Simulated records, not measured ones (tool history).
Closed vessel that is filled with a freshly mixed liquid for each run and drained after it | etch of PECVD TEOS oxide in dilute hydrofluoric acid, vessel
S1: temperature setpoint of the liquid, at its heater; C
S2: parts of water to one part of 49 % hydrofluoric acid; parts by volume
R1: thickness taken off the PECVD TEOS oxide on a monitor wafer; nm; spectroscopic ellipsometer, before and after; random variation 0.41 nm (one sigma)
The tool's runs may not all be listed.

Run 1, day 0: S1 25 C, S2 80 parts by volume, time in the liquid (s) 115. Result: R1 37.367 nm.
Run 2, day 0.267: S1 26 C, S2 75 parts by volume, time in the liquid (s) 115. Result: R1 41.363 nm.
Run 3, day 0.467: S1 23 C, S2 75 parts by volume, time in the liquid (s) 115. Result: R1 36.917 nm.
Run 4, day 0.617: S1 23 C, S2 55 parts by volume, time in the liquid (s) 115. Result: R1 51.074 nm.
Run 5, day 0.796: S1 24 C, S2 55 parts by volume, time in the liquid (s) 115. Result: R1 53.671 nm.
Run 6, day 1.154: S1 24 C, S2 35 parts by volume, time in the liquid (s) 115. Result: R1 86.642 nm.

The next listed run, before its measurement:
Run 7, day 1.3: S1 23 C, S2 35 parts by volume, time in the liquid (s) 115. Result: R1 ?.

{"run 7": {"R1": 82.511}}
